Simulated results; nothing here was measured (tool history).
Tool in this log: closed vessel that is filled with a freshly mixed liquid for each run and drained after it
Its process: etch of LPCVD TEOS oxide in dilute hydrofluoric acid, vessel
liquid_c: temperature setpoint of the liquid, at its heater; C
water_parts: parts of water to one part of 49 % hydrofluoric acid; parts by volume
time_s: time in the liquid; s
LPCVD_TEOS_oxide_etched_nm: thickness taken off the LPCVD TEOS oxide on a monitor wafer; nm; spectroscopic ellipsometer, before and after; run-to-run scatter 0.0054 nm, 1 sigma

{"run": 1, "hour": 0.0, "liquid_c": 23, "water_parts": 280, "time_s": 40, "LPCVD_TEOS_oxide_etched_nm": 3.0062}
{"run": 2, "hour": 7.1, "liquid_c": 26.5, "water_parts": 280, "time_s": 40, "LPCVD_TEOS_oxide_etched_nm": 3.3993}
{"run": 3, "hour": 10.9, "liquid_c": 29, "water_parts": 280, "time_s": 40, "LPCVD_TEOS_oxide_etched_nm": 3.6817}
{"run": 4, "hour": 18.2, "liquid_c": 31, "water_parts": 280, "time_s": 40, "LPCVD_TEOS_oxide_etched_nm": 3.9214}
{"run": 5, "hour": 22.6, "liquid_c": 31, "water_parts": 320, "time_s": 40, "LPCVD_TEOS_oxide_etched_nm": 3.3102}
{"run": 6, "hour": 23.7, "liquid_c": 28, "water_parts": 335, "time_s": 40, "LPCVD_TEOS_oxide_etched_nm": 2.8126}
{"run": 7, "hour": 29.3, "liquid_c": 25.5, "water_parts": 345, "time_s": 40, "LPCVD_TEOS_oxide_etched_nm": 2.4826}
{"run": 8, "hour": 30.9, "liquid_c": 25.5, "water_parts": 345, "time_s": 40, "LPCVD_TEOS_oxide_etched_nm": 2.4727}
{"run": 9, "hour": 32.3, "liquid_c": 23.5, "water_parts": 355, "time_s": 40, "LPCVD_TEOS_oxide_etched_nm": 2.2405}
{"run": 10, "hour": 35.5, "liquid_c": 22, "water_parts": 360, "time_s": 40, "LPCVD_TEOS_oxide_etched_nm": 2.0896}

Run 11 is up next; what results do you expect?
{"run": 11, "hour": 42.1, "liquid_c": 21, "water_parts": 365, "time_s": 40, "LPCVD_TEOS_oxide_etched_nm": "?"}

LPCVD_TEOS_oxide_etched_nm: 1.9777 nm
